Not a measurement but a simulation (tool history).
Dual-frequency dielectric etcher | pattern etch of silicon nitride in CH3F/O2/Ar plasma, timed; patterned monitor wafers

run  hour  source power (W)  bias power (W)  etch time (s)  mean etch depth across the wafer (nm)
  1     0               430              74             44                                 31.143
  2   0.6               430              74             44                                 31.426
  3   7.7               430              67             44                                 30.549
  4  12.5               400              64             44                                 28.799
  5  14.6               400              64             44                                 28.584
  6  15.3               380              62             44                                 27.374
  7  18.3               290              48             44                                 20.846

Run 8 comes next. What will it give?
  8    27               300              48             44                                      ?

{"run 8": {"mean etch depth across the wafer (nm)": 21.422}}
